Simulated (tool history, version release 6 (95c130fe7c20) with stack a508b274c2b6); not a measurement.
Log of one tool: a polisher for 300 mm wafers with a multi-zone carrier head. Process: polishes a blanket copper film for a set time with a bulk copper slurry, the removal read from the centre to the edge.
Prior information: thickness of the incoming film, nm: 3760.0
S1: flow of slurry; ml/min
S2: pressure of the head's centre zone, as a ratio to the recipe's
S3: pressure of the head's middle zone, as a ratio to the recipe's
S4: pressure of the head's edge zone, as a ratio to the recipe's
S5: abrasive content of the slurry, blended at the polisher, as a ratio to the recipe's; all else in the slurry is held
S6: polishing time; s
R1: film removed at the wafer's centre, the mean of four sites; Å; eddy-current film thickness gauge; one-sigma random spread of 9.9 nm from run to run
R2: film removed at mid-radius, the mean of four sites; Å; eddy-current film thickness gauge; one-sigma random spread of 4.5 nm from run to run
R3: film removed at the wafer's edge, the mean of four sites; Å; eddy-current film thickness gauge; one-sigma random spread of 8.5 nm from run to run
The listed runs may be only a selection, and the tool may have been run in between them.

{"run": 1, "hour": 0.0, "S1": 235, "S2": 1.0, "S3": 1.0, "S4": 1.0, "S5": 1.0, "S6": 82, "R1": 4960.8, "R2": 5056.9, "R3": 5128.9}
{"run": 2, "hour": 2.0, "S1": 235, "S2": 1.03, "S3": 1.0, "S4": 1.0, "S5": 1.0, "S6": 82, "R1": 5162.2, "R2": 5037.9, "R3": 5312.1}
{"run": 3, "hour": 5.4, "S1": 240, "S2": 1.06, "S3": 1.03, "S4": 1.01, "S5": 1.05, "S6": 83, "R1": 5467.9, "R2": 5335.8, "R3": 5330.7}
{"run": 4, "hour": 8.8, "S1": 210, "S2": 1.06, "S3": 1.03, "S4": 1.01, "S5": 1.05, "S6": 83, "R1": 5523.5, "R2": 5212.7, "R3": 5280.0}
{"run": 5, "hour": 12.4, "S1": 210, "S2": 1.06, "S3": 1.03, "S4": 1.01, "S5": 0.95, "S6": 83, "R1": 5343.0, "R2": 5052.4, "R3": 5159.5}
{"run": 6, "hour": 18.5, "S1": 220, "S2": 1.07, "S3": 1.03, "S4": 1.03, "S5": 1.05, "S6": 84, "R1": 5481.7, "R2": 5365.4, "R3": 5340.0}
{"run": 7, "hour": 21.2, "S1": 185, "S2": 1.16, "S3": 0.93, "S4": 1.11, "S5": 1.3, "S6": 103, "R1": 7805.6, "R2": 6198.5, "R3": 7158.2}
{"run": 8, "hour": 25.9, "S1": 190, "S2": 1.15, "S3": 0.95, "S4": 1.1, "S5": 1.3, "S6": 103, "R1": 7879.8, "R2": 6365.9, "R3": 7288.7}
{"run": 9, "hour": 30.1, "S1": 195, "S2": 1.14, "S3": 0.96, "S4": 1.09, "S5": 1.3, "S6": 103, "R1": 7685.6, "R2": 6336.6, "R3": 7176.3}
{"run": 10, "hour": 37.2, "S1": 200, "S2": 1.13, "S3": 0.97, "S4": 1.08, "S5": 1.3, "S6": 103, "R1": 7503.3, "R2": 6526.5, "R3": 7243.7}

What will run 11 give?
{"run": 11, "hour": 40.0, "S1": 200, "S2": 1.13, "S3": 0.97, "S4": 1.08, "S5": 1.3, "S6": 103, "R1": "?", "R2": "?", "R3": "?"}

R1: 7287.8 Å
R2: 6502.8 Å
R3: 7047.4 Å
